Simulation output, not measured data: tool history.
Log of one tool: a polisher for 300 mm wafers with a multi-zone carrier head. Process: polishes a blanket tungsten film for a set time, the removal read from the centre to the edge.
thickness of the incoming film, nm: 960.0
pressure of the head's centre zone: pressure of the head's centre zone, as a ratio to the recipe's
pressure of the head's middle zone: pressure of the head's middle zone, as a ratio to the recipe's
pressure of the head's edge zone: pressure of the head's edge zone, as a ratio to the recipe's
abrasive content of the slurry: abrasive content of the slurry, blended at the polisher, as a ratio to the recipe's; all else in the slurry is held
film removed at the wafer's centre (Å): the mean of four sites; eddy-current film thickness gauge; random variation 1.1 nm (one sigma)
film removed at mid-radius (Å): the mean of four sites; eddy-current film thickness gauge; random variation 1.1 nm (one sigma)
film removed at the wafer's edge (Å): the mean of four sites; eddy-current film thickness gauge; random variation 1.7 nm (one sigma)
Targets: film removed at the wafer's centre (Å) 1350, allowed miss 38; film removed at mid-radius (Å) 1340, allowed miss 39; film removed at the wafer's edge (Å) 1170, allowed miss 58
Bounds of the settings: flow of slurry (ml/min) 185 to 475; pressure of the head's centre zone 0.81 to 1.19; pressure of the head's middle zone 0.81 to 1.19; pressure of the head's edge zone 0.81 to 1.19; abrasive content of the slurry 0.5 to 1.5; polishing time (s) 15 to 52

run	hour	flow of slurry (ml/min)	pressure of the head's centre zone	pressure of the head's middle zone	pressure of the head's edge zone	abrasive content of the slurry	polishing time (s)	film removed at the wafer's centre (Å)	film removed at mid-radius (Å)	film removed at the wafer's edge (Å)
1	0	305	1	1	1	1	33	1788.1	1789.8	1859.6
2	5.1	310	1.01	1.01	0.98	0.95	32	1735.5	1731.8	1704
3	8.9	315	1	1	0.96	0.9	32	1728.5	1678.2	1703.1
4	9.7	315	1	1.01	0.95	0.85	31	1612.6	1640.6	1632.7
5	15	380	1	1.01	0.95	0.85	31	1675.4	1675.7	1623
6	18.6	380	1	1.01	0.87	0.85	31	1668.1	1673	1573.6
7	20.6	390	1.01	1.01	0.86	0.8	30	1622.5	1609.8	1496.3
8	28.3	395	1.01	1.01	0.86	0.75	29	1528.8	1533.9	1433.6
9	30.4	375	1.09	1.07	0.81	0.5	25	1252.4	1227.4	1095.6
10	35.3	380	1.09	1.07	0.82	0.5	25	1254.7	1236.6	1072.8
11	36.9	385	1.09	1.07	0.83	0.5	25	1261	1236	1124.3
12	41.8	390	1.09	1.08	0.83	0.5	25	1263.2	1233.8	1091.5

4 next moves are on the table. One of them brings every result within its allowed miss. Which?
A	46.7	465	1.12	1.11	0.81	0.5	24	?	?	?
B	46.7	385	1.08	1.01	0.82	0.55	26	?	?	?
C	46.7	450	1.09	1.11	0.86	0.5	26	?	?	?
D	46.7	355	1	1.1	0.85	0.55	26	?	?	?

move	film removed at the wafer's centre (Å)	film removed at mid-radius (Å)	film removed at the wafer's edge (Å)
A	1257.5	1255.7	1054.5
B	1329.1	1264.2	1162.5
C	1328.9	1356.8	1170.6
D	1239.3	1348.6	1172.2
A: nearer than the last run, and not there yet
B: nearer than the last run, and not there yet
C: meets every target
D: brings the result that was furthest off to its target, and leaves another outside
The right move is C.

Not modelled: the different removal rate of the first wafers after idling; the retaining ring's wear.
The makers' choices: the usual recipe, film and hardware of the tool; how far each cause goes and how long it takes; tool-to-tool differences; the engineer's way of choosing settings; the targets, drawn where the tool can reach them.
